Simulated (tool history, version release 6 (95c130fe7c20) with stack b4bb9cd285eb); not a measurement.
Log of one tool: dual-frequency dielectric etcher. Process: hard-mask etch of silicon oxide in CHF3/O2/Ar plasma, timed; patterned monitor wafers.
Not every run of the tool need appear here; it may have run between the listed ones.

run	hour	source power (W)	bias power (W)	etch time (s)	mean etch depth across the wafer (Å)
1	0	570	193	35.5	714.03
2	7.5	570	193	35.5	714.32
3	14	570	205	35.5	722.59
4	19.8	570	205	35.5	722.72
5	20.8	630	205	35.5	751.15
6	28.8	630	217	35.5	764.25
7	33.3	570	208	35.5	723.16

What will run 8 give?
8	38.6	520	205	35.5	?

mean etch depth across the wafer (Å): 690.8
